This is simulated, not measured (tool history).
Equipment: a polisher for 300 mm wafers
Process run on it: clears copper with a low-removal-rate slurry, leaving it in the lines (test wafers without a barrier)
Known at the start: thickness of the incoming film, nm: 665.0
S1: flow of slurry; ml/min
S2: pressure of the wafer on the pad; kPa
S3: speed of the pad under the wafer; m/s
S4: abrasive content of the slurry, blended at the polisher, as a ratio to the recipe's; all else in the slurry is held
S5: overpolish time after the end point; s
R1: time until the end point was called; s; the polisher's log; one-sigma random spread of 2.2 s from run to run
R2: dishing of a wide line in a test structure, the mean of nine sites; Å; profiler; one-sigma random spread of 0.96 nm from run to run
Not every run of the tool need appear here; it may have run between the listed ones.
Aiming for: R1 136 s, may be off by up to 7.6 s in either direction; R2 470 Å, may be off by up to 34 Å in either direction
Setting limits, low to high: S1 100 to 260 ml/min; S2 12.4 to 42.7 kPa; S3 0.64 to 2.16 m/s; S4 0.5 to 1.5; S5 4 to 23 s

run  hour   S1    S2   S3   S4  S5      R1      R2
  1     0  165  27.6  1.4    1  12  97.633  507.49
  2   7.6  165  27.6  1.4    1  17  96.722  689.75
  3  10.8  165  27.6  1.4  1.2  17  94.029  700.06
  4  16.1  165  26.2  1.4  1.2  17  98.063   679.8
  5  24.9  165  24.8  1.4  1.2  17   101.4  672.02
  6  30.5  165  24.8  1.4  1.2  20   102.4  738.59
  7  32.4  165  23.4  1.4  1.2  19  105.17  705.36
  8  39.4  165  22.1  1.4  1.2  19  115.43  633.32
  9  41.9  165  21.4  1.4  1.2  19  113.24  639.62
 10  47.8  165  20.7  1.4  1.2  19  120.13  630.47

Consider the 4 candidate settings below. Which is the only one whose results all fall within their allowed miss of target?
  A  53.7  150    20  1.26  1.3  15   ?   ?
  B  53.7  180  15.9   1.2  1.3  18   ?   ?
  C  53.7  180  15.9  1.24  1.2  21   ?   ?
  D  53.7  165  17.9  1.16  1.2  22   ?   ?

move      R1      R2
   A  138.52  493.12
   B  165.72  488.13
   C  162.69  561.39
   D  161.62   590.4
A: hits every target within its allowed miss
B: brings the result that was furthest off to its target, and leaves another outside
C: closer than the last run, but not yet in spec
D: closer than the last run, but not yet in spec
Move A is the one to make.

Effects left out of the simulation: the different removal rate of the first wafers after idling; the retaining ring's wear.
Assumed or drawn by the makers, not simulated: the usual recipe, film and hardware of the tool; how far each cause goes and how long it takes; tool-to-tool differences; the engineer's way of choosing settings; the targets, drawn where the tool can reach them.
